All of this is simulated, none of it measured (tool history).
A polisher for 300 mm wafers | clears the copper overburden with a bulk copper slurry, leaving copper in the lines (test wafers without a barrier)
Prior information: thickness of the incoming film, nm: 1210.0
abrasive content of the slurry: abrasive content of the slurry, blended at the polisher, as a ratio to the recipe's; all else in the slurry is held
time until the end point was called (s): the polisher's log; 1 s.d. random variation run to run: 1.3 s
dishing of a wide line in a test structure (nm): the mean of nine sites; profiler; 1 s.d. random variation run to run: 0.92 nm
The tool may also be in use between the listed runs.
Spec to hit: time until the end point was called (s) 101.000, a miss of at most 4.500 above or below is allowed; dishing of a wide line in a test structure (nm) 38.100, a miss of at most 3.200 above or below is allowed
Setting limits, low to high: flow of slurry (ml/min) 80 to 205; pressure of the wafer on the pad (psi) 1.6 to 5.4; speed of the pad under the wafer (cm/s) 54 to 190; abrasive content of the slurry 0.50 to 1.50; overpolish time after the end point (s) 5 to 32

run   hour  flow of slurry (ml/min)  pressure of the wafer on the pad (psi)  speed of the pad under the wafer (cm/s)  abrasive content of the slurry  overpolish time after the end point (s)  time until the end point was called (s)  dishing of a wide line in a test structure (nm)
  1    0.0                      135                                     3.5                                      122                            1.00                                       16                                   82.128                                           82.634
  2    4.3                      165                                     3.5                                      122                            1.00                                       16                                   77.476                                           84.781
  3   10.3                      165                                     4.0                                      122                            1.00                                       16                                   67.275                                           88.398
  4   14.9                      190                                     4.0                                      122                            1.00                                       16                                   66.082                                           88.820
  5   22.6                      190                                     4.0                                      122                            1.00                                       23                                   66.358                                           97.642
  6   23.3                      195                                     3.5                                      126                            1.00                                       19                                   74.907                                           92.451
  7   25.2                      170                                     3.8                                      110                            0.90                                       16                                   77.894                                           86.494
  8   34.0                      150                                     3.6                                      112                            1.05                                       13                                   80.269                                           77.648
  9   41.4                      135                                     3.6                                      102                            1.15                                       11                                   90.063                                           71.800
      48.0  -- slurry nozzle cleaned
 10   48.0                      120                                     3.4                                      108                            1.25                                       10                                   84.012                                           65.183
 11   49.7                      110                                     3.0                                      112                            1.30                                        9                                   94.719                                           60.774
 12   53.8                      105                                     2.7                                      120                            1.35                                        8                                   98.242                                           52.847
 13   61.3                      100                                     2.5                                      128                            1.40                                        7                                  102.470                                           46.823
 14   63.1                      100                                     2.4                                      134                            1.40                                        7                                  101.340                                           44.486
 15   63.7                      100                                     2.3                                      138                            1.40                                        7                                  104.070                                           45.482
 16   70.4                       95                                     2.2                                      144                            1.40                                        7                                  104.320                                           46.802
 17   75.3                      105                                     2.1                                      146                            1.40                                        7                                  109.280                                           46.004
 18   80.3                      100                                     2.1                                      152                            1.40                                        7                                  103.830                                           44.714
 19   85.8                       95                                     2.0                                      156                            1.40                                        7                                  111.420                                           46.069
 20   89.8                      110                                     2.0                                      152                            1.40                                        7                                  108.510                                           46.484
 21   91.4                      105                                     2.0                                      156                            1.40                                        7                                  104.910                                           45.732
 22   99.7                      100                                     2.0                                      160                            1.40                                        7                                  105.810                                           45.389
 23  107.8                       95                                     2.0                                      166                            1.40                                        7                                  104.150                                           45.258
 24  115.0                       90                                     1.9                                      172                            1.40                                        7                                  107.560                                           45.872
 25  120.2                      100                                     1.8                                      172                            1.40                                        7                                  108.100                                           43.091
 26  124.3                      105                                     1.8                                      176                            1.40                                        7                                  105.810                                           44.575
 27  127.2                      105                                     1.8                                      180                            1.40                                        7                                  101.500                                           47.038
 28  136.2                      100                                     1.8                                      182                            1.40                                        7                                  102.820                                           44.284

Which of these 5 next moves meets every target?
  A  145.2                       80                                     2.1                                      190                            1.50                                        5                                        ?                                                ?
  B  145.2                      100                                     2.1                                      158                            1.50                                        5                                        ?                                                ?
  C  145.2                      145                                     1.7                                      190                            1.30                                        8                                        ?                                                ?
  D  145.2                       85                                     1.9                                      168                            1.45                                        6                                        ?                                                ?
  E  145.2                      105                                     1.7                                      190                            1.50                                       11                                        ?                                                ?

move  time until the end point was called (s)  dishing of a wide line in a test structure (nm)
   A                                   92.521                                           39.348
   B                                  100.100                                           37.128
   C                                   99.372                                           50.423
   D                                  110.880                                           39.120
   E                                  103.900                                           58.649
A: the furthest-off result lands on target, but another misses its tolerance
B: meets every target
C: the biggest miss grows against the last run
D: the furthest-off result lands on target, but another misses its tolerance
E: the biggest miss grows against the last run
Go with B: it meets all targets.
